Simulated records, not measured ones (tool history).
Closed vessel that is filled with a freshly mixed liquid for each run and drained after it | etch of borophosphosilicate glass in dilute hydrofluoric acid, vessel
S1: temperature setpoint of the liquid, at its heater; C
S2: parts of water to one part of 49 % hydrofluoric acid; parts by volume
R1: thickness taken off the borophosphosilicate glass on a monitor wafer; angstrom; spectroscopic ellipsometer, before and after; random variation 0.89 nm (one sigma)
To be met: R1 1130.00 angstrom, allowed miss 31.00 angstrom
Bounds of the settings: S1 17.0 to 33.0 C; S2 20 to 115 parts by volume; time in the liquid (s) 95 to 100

{"run": 1, "hour": 0.0, "S1": 25.0, "S2": 65, "time in the liquid (s)": 95, "R1": 543.84}
{"run": 2, "hour": 2.5, "S1": 26.0, "S2": 60, "time in the liquid (s)": 95, "R1": 623.31}
{"run": 3, "hour": 11.7, "S1": 26.5, "S2": 60, "time in the liquid (s)": 95, "R1": 627.74}
{"run": 4, "hour": 16.4, "S1": 26.5, "S2": 40, "time in the liquid (s)": 95, "R1": 966.06}
{"run": 5, "hour": 25.2, "S1": 26.5, "S2": 60, "time in the liquid (s)": 95, "R1": 627.89}
{"run": 6, "hour": 33.3, "S1": 26.5, "S2": 70, "time in the liquid (s)": 95, "R1": 530.92}
{"run": 7, "hour": 38.0, "S1": 30.5, "S2": 45, "time in the liquid (s)": 95, "R1": 997.46}
{"run": 8, "hour": 41.3, "S1": 32.0, "S2": 45, "time in the liquid (s)": 95, "R1": 1070.4}

5 next moves are on the table. One of them brings every result within its allowed miss. Which?
{"run": "A", "hour": 44.6, "S1": 32.0, "S2": 40, "time in the liquid (s)": 95, "R1": "?"}
{"run": "B", "hour": 44.6, "S1": 29.5, "S2": 45, "time in the liquid (s)": 100, "R1": "?"}
{"run": "C", "hour": 44.6, "S1": 29.0, "S2": 40, "time in the liquid (s)": 100, "R1": "?"}
{"run": "D", "hour": 44.6, "S1": 30.0, "S2": 40, "time in the liquid (s)": 100, "R1": "?"}
{"run": "E", "hour": 44.6, "S1": 32.5, "S2": 40, "time in the liquid (s)": 95, "R1": "?"}

move=A R1=1226.70
move=B R1=1032.20
move=C R1=1147.10
move=D R1=1193.60
move=E R1=1250.90
A: takes the result that was furthest off past its target
B: further off than the last run
C: meets every target
D: takes the result that was furthest off past its target
E: takes the result that was furthest off past its target
Move C is the one to make.

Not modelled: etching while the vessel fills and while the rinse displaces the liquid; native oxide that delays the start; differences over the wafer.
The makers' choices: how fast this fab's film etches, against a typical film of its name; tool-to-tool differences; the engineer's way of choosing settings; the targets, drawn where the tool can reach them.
